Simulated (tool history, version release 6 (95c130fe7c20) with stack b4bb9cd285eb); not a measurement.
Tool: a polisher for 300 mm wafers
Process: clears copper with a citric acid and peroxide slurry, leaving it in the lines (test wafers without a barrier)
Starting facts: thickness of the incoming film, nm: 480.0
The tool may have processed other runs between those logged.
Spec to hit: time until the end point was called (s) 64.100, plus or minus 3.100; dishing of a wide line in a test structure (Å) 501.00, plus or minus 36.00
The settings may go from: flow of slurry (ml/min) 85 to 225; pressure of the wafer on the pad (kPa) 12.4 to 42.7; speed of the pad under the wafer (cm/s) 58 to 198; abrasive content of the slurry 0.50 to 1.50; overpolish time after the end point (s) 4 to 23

| run | hour | flow of slurry (ml/min) | pressure of the wafer on the pad (kPa) | speed of the pad under the wafer (cm/s) | abrasive content of the slurry | overpolish time after the end point (s) | time until the end point was called (s) | dishing of a wide line in a test structure (Å) |
|---|---|---|---|---|---|---|---|---|
| 1 | 0.0 | 145 | 27.6 | 128 | 1.00 | 12 | 106.570 | 388.79 |
| 2 | 4.1 | 145 | 30.3 | 128 | 1.00 | 12 | 95.694 | 402.31 |
| 3 | 6.6 | 150 | 33.8 | 130 | 1.00 | 12 | 87.051 | 438.46 |
| 4 | 7.9 | 150 | 33.8 | 110 | 1.00 | 12 | 96.053 | 424.21 |
| 5 | 12.2 | 150 | 33.8 | 110 | 1.00 | 14 | 99.436 | 465.94 |
| 6 | 16.1 | 150 | 36.5 | 116 | 1.00 | 13 | 87.678 | 491.28 |
| 7 | 19.8 | 150 | 38.6 | 122 | 1.00 | 12 | 82.815 | 480.29 |
| 8 | 23.0 | 155 | 40.0 | 130 | 1.00 | 11 | 75.899 | 459.94 |
| 9 | 29.3 | 155 | 40.7 | 136 | 1.00 | 11 | 71.597 | 474.26 |
| 10 | 32.6 | 155 | 41.4 | 140 | 1.00 | 11 | 69.282 | 495.33 |
| 11 | 40.3 | 155 | 42.1 | 142 | 1.00 | 11 | 69.738 | 499.53 |

Which one of the following 5 next-run settings gets every result inside its allowed miss? There is exactly one.
| A | 48.0 | 180 | 42.7 | 172 | 1.10 | 10 | ? | ? |
| B | 48.0 | 155 | 42.7 | 176 | 1.10 | 11 | ? | ? |
| C | 48.0 | 145 | 39.3 | 148 | 1.15 | 11 | ? | ? |
| D | 48.0 | 130 | 42.7 | 152 | 1.05 | 10 | ? | ? |
| E | 48.0 | 145 | 42.7 | 162 | 1.15 | 7 | ? | ? |

| move | time until the end point was called (s) | dishing of a wide line in a test structure (Å) |
|---|---|---|
| A | 57.747 | 561.94 |
| B | 57.935 | 599.86 |
| C | 69.564 | 523.69 |
| D | 66.217 | 508.05 |
| E | 60.874 | 410.56 |
A: moves the result that the last run missed by most past its target, out the other side
B: moves the result that the last run missed by most past its target, out the other side
C: no better and no worse than the last run
D: all results in spec
E: moves the result that the last run missed by most past its target, out the other side
Answer: D
